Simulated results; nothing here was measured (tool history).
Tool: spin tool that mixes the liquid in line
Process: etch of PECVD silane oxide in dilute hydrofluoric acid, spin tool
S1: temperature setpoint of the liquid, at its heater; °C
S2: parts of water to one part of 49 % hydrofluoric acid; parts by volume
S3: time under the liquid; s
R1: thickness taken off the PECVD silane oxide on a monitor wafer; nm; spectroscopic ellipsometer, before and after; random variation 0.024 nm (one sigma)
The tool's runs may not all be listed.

{"run": 1, "hour": 0.0, "S1": 24, "S2": 270, "S3": 55, "R1": 7.336}
{"run": 2, "hour": 7.5, "S1": 22.5, "S2": 285, "S3": 55, "R1": 6.6045}
{"run": 3, "hour": 15.7, "S1": 22.5, "S2": 285, "S3": 60, "R1": 7.0638}
{"run": 4, "hour": 16.8, "S1": 21, "S2": 300, "S3": 60, "R1": 6.3674}
{"run": 5, "hour": 17.6, "S1": 21, "S2": 300, "S3": 60, "R1": 6.3565}
{"run": 6, "hour": 20.4, "S1": 19.5, "S2": 300, "S3": 60, "R1": 6.0593}
{"run": 7, "hour": 24.7, "S1": 19, "S2": 310, "S3": 60, "R1": 5.6308}
{"run": 8, "hour": 32.5, "S1": 18.5, "S2": 320, "S3": 60, "R1": 5.3154}
{"run": 9, "hour": 36.3, "S1": 18, "S2": 325, "S3": 60, "R1": 5.1231}
{"run": 10, "hour": 42.9, "S1": 18, "S2": 330, "S3": 60, "R1": 5.0228}
{"run": 11, "hour": 47.6, "S1": 18, "S2": 335, "S3": 60, "R1": 4.8996}

Run 12 comes next. What will it give?
{"run": 12, "hour": 50.2, "S1": 18, "S2": 340, "S3": 60, "R1": "?"}

R1: 4.8722 nm
